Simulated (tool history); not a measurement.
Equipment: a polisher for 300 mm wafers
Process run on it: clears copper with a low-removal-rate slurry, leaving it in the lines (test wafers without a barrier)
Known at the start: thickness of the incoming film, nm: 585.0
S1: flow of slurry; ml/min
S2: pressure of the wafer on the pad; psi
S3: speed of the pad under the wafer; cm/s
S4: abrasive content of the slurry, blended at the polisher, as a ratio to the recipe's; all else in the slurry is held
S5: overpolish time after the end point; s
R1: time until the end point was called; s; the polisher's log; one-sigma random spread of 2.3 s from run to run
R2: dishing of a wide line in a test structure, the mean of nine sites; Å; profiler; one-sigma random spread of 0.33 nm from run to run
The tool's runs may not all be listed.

run    day   S1   S2   S3    S4  S5      R1      R2
  1      0  270  3.2  136     1  24  122.56  542.09
  2  0.208  270  3.2  136   0.8  24  131.35  538.18
  3  0.417  270    3  136  0.85  22  137.67  488.53
  4  0.762  310    3  136  0.85  22  136.86  501.96
  5  0.946  275    3  136  0.85  22  133.63  487.73
  6  1.271  275  2.5  136  0.85  22  162.53  434.67
  7   1.45  275  2.4  136  0.85  20  169.18  405.73
  8  1.742  270  2.3  136  0.85  19  175.42  373.88
  9  1.817  270  2.3  136  0.85  18  174.71  361.31

Estimate the outcome of run 10 from the log above:
 10  2.167  270  2.3  136  0.85  17   ?   ?

R1: 176.34 s
R2: 340.08 Å

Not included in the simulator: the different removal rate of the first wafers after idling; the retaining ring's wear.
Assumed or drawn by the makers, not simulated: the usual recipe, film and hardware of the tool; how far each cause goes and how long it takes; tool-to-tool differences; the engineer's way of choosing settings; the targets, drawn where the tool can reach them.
